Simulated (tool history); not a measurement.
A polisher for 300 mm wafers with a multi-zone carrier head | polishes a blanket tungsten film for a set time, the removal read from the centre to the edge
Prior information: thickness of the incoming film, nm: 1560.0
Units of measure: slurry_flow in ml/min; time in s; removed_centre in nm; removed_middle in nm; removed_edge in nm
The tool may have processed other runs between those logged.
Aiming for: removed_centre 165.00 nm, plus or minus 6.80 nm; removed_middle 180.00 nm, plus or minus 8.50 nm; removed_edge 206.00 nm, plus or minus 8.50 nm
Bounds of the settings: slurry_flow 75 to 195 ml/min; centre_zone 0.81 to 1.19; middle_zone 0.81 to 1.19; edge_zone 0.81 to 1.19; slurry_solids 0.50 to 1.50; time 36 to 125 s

Run 1, hour 0.0: slurry_flow 125 ml/min, centre_zone 1.00, middle_zone 1.00, edge_zone 1.00, slurry_solids 1.00, time 80 s. Result: removed_centre 333.68 nm, removed_middle 335.64 nm, removed_edge 333.90 nm.
Run 2, hour 2.4: slurry_flow 125 ml/min, centre_zone 1.00, middle_zone 0.92, edge_zone 1.00, slurry_solids 1.00, time 80 s. Result: removed_centre 333.04 nm, removed_middle 307.21 nm, removed_edge 339.99 nm.
Run 3, hour 9.0: slurry_flow 115 ml/min, centre_zone 0.96, middle_zone 0.91, edge_zone 0.99, slurry_solids 0.85, time 73 s. Result: removed_centre 265.36 nm, removed_middle 265.82 nm, removed_edge 291.39 nm.
Run 4, hour 13.1: slurry_flow 115 ml/min, centre_zone 0.96, middle_zone 0.91, edge_zone 0.99, slurry_solids 0.85, time 61 s. Result: removed_centre 225.58 nm, removed_middle 217.56 nm, removed_edge 237.01 nm.
Run 5, hour 14.9: slurry_flow 115 ml/min, centre_zone 0.96, middle_zone 0.85, edge_zone 0.99, slurry_solids 0.85, time 61 s. Result: removed_centre 228.26 nm, removed_middle 206.01 nm, removed_edge 236.73 nm.
Run 6, hour 21.0: slurry_flow 110 ml/min, centre_zone 0.93, middle_zone 0.84, edge_zone 0.98, slurry_solids 0.80, time 61 s. Result: removed_centre 212.12 nm, removed_middle 199.69 nm, removed_edge 232.09 nm.
Run 7, hour 22.9: slurry_flow 85 ml/min, centre_zone 0.83, middle_zone 0.84, edge_zone 0.89, slurry_solids 0.60, time 59 s. Result: removed_centre 151.92 nm, removed_middle 158.27 nm, removed_edge 188.30 nm.
Run 8, hour 28.0: slurry_flow 95 ml/min, centre_zone 0.83, middle_zone 0.85, edge_zone 0.90, slurry_solids 0.60, time 59 s. Result: removed_centre 157.30 nm, removed_middle 172.48 nm, removed_edge 195.40 nm.

Next run, 4 choices. One meets every target within its allowed miss, the rest don't. Which?
Run A, hour 33.1: slurry_flow 115 ml/min, centre_zone 0.83, middle_zone 1.01, edge_zone 0.87, slurry_solids 0.60, time 54 s. Result: removed_centre ?, removed_middle ?, removed_edge ?.
Run B, hour 33.1: slurry_flow 85 ml/min, centre_zone 0.84, middle_zone 0.87, edge_zone 0.95, slurry_solids 0.55, time 66 s. Result: removed_centre ?, removed_middle ?, removed_edge ?.
Run C, hour 33.1: slurry_flow 90 ml/min, centre_zone 0.89, middle_zone 0.86, edge_zone 0.89, slurry_solids 0.60, time 58 s. Result: removed_centre ?, removed_middle ?, removed_edge ?.
Run D, hour 33.1: slurry_flow 75 ml/min, centre_zone 0.82, middle_zone 0.81, edge_zone 0.93, slurry_solids 0.75, time 59 s. Result: removed_centre ?, removed_middle ?, removed_edge ?.

move  removed_centre  removed_middle  removed_edge
   A          155.83          189.81        185.29
   B          166.49          181.83        212.45
   C          163.96          166.87        190.63
   D          151.31          162.21        202.19
A: misses by more than the last run did
B: all results in spec
C: misses by more than the last run did
D: the worst result of the last run now meets its target, but another is out of spec
So the answer is move B, the one that meets all the targets.

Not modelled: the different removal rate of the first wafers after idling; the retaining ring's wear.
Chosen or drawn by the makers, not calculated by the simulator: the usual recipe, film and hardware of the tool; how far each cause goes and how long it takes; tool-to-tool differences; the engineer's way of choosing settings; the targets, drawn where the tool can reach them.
